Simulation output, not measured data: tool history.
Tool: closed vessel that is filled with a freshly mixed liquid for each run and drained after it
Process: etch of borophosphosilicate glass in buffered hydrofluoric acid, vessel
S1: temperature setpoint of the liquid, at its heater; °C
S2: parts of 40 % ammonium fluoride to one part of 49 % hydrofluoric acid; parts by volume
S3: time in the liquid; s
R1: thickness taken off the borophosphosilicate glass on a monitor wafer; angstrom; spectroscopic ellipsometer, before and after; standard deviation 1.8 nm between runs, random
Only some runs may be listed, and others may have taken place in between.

run,hour,S1,S2,S3,R1
1,0,24,14,105,1571.7
2,4.3,25.5,14,105,1715.1
3,11.6,25.5,16.5,105,1472.4
4,15,27,16.5,105,1588.5
5,22.8,28,16.5,105,1646
6,31.5,30,16.5,105,1834.8

Run 7 is up next; what results do you expect?
7,38,30.5,16.5,105,?

R1: 1883.1 angstrom
